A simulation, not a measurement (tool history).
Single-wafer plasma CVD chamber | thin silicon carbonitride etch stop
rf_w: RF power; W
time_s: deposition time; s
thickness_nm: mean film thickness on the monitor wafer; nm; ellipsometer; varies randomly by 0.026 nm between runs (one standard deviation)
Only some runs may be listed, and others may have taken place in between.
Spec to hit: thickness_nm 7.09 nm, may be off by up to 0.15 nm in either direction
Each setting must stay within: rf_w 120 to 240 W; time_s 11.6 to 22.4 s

| run | hour | rf_w | time_s | thickness_nm |
|---|---|---|---|---|
| 1 | 0 | 180 | 17 | 8.6826 |
| 2 | 8.4 | 180 | 18.9 | 9.609 |
| 3 | 16.7 | 170 | 17.9 | 9.0044 |
| 4 | 25.2 | 145 | 17.9 | 8.6226 |
| 5 | 31.7 | 145 | 15.6 | 7.5279 |
| 6 | 36.7 | 145 | 17.8 | 8.6738 |
| 7 | 43.8 | 145 | 17.8 | 8.5685 |
| 8 | 49.3 | 145 | 17.8 | 8.6282 |
| 9 | 55.1 | 140 | 17.1 | 8.2265 |
| 10 | 61.4 | 135 | 16.6 | 7.8379 |
| 11 | 66.9 | 135 | 16.3 | 7.7779 |
| 12 | 74.8 | 135 | 16 | 7.5771 |
| 13 | 83.2 | 135 | 15.8 | 7.4983 |

5 next moves are on the table. One of them brings every result within its allowed miss. Which?
| A | 91.6 | 135 | 15.5 | ? |
| B | 91.6 | 120 | 15.4 | ? |
| C | 91.6 | 140 | 15.5 | ? |
| D | 91.6 | 140 | 15.9 | ? |
| E | 91.6 | 140 | 15.4 | ? |

| move | thickness_nm |
|---|---|
| A | 7.371 |
| B | 7.1172 |
| C | 7.4372 |
| D | 7.6292 |
| E | 7.3892 |
A: nearer the targets than the last run, but a result is still out of spec
B: all results in spec
C: nearer the targets than the last run, but a result is still out of spec
D: its largest miss is bigger than the last run's
E: nearer the targets than the last run, but a result is still out of spec
The right move is B.
